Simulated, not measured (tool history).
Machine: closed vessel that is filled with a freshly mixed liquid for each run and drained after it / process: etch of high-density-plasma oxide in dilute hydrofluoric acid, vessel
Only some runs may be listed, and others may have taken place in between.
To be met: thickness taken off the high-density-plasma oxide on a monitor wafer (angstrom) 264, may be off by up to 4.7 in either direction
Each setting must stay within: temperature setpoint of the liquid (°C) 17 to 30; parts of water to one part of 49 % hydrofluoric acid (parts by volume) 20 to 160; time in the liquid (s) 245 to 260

run,hour,temperature setpoint of the liquid (°C),parts of water to one part of 49 % hydrofluoric acid (parts by volume),time in the liquid (s),thickness taken off the high-density-plasma oxide on a monitor wafer (angstrom)
1,0,22,90,245,137.24
2,6.4,25,90,245,154.33
3,14.7,25,90,245,154.87
4,21.7,25,90,245,154.8
5,22.9,27,90,245,167.89
6,30.5,27,90,260,177.85
7,38,27,90,260,177.47
8,43.9,28,85,260,196.61
9,49.8,28.5,80,260,214.54
10,56.1,29,75,260,235.83

Pick the move, out of 4, that brings all results within their allowed miss; only one does.
A,62.4,29,65,255,?
B,62.4,29,70,260,?
C,62.4,29.5,65,260,?
D,62.4,30,70,260,?

move,thickness taken off the high-density-plasma oxide on a monitor wafer (angstrom)
A,271.06
B,254.66
C,281.7
D,264.48
A: the result that was furthest off in the last run now lies on the other side of its target
B: moves toward the targets from the last run without getting all of them in spec
C: the result that was furthest off in the last run now lies on the other side of its target
D: every result lands within tolerance
The right move is D.
